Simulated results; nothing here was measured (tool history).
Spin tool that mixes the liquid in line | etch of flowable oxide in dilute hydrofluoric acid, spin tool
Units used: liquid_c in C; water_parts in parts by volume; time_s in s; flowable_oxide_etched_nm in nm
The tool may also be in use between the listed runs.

run 1 hour=0.0 | liquid_c=21.0 water_parts=70 time_s=45 | flowable_oxide_etched_nm=27.325
run 2 hour=4.3 | liquid_c=22.5 water_parts=60 time_s=45 | flowable_oxide_etched_nm=34.152
run 3 hour=5.4 | liquid_c=22.5 water_parts=80 time_s=45 | flowable_oxide_etched_nm=25.084
run 4 hour=8.6 | liquid_c=22.5 water_parts=95 time_s=45 | flowable_oxide_etched_nm=20.762
run 5 hour=13.6 | liquid_c=24.0 water_parts=80 time_s=45 | flowable_oxide_etched_nm=26.904
run 6 hour=14.3 | liquid_c=26.5 water_parts=80 time_s=45 | flowable_oxide_etched_nm=29.786
run 7 hour=22.6 | liquid_c=29.0 water_parts=50 time_s=45 | flowable_oxide_etched_nm=54.902
run 8 hour=26.5 | liquid_c=29.0 water_parts=45 time_s=45 | flowable_oxide_etched_nm=61.864
run 9 hour=31.2 | liquid_c=29.0 water_parts=40 time_s=45 | flowable_oxide_etched_nm=69.416
run 10 hour=38.8 | liquid_c=29.0 water_parts=35 time_s=45 | flowable_oxide_etched_nm=80.431
run 11 hour=39.9 | liquid_c=28.5 water_parts=35 time_s=45 | flowable_oxide_etched_nm=78.395
run 12 hour=47.0 | liquid_c=28.5 water_parts=35 time_s=45 | flowable_oxide_etched_nm=78.295

Run 13, settings as shown, results not yet in. Your forecast:
run 13 hour=51.9 | liquid_c=29.0 water_parts=35 time_s=45 | flowable_oxide_etched_nm=?

{"run 13": {"flowable_oxide_etched_nm": 80.071}}

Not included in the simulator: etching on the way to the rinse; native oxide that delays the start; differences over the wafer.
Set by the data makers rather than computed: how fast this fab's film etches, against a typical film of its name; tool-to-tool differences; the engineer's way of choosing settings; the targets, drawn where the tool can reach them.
